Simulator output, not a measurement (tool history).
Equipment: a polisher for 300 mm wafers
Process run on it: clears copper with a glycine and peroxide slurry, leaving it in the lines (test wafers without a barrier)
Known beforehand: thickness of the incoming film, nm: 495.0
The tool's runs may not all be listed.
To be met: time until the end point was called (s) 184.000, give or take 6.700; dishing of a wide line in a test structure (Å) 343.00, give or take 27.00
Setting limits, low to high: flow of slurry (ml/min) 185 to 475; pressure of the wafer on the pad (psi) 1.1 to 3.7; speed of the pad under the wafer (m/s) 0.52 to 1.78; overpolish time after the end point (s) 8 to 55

run	day	flow of slurry (ml/min)	pressure of the wafer on the pad (psi)	speed of the pad under the wafer (m/s)	overpolish time after the end point (s)	time until the end point was called (s)	dishing of a wide line in a test structure (Å)
1	0.000	305	2.4	1.14	28	108.530	709.62
2	0.133	280	2.4	1.14	28	110.120	684.39
3	0.454	280	2.4	1.32	28	97.366	739.87
4	0.633	235	2.4	1.32	28	100.820	724.28
5	0.904	235	2.9	1.32	28	84.943	825.24
6	1.233	235	2.9	1.32	34	84.086	885.71
7	1.267	220	2.3	1.22	25	112.810	631.50
8	1.550	220	1.9	1.16	20	135.670	473.12
9	1.879	215	1.6	1.14	19	159.220	408.19
10	2.029	210	1.5	1.14	18	167.170	357.83

Exactly one of the 5 candidate moves below puts every result within its allowed miss. Which one?
A	2.179	205	1.7	1.00	18	?	?
B	2.179	235	1.7	1.12	18	?	?
C	2.179	260	1.4	1.02	19	?	?
D	2.179	305	1.3	1.28	21	?	?
E	2.179	245	1.6	1.26	16	?	?

move	time until the end point was called (s)	dishing of a wide line in a test structure (Å)
A	166.130	366.24
B	149.570	397.68
C	182.480	352.79
D	160.620	419.57
E	142.380	373.84
A: lands further from the targets than the last run did
B: lands further from the targets than the last run did
C: all results land within tolerance of their targets
D: lands further from the targets than the last run did
E: lands further from the targets than the last run did
Correct choice: C, which meets every target
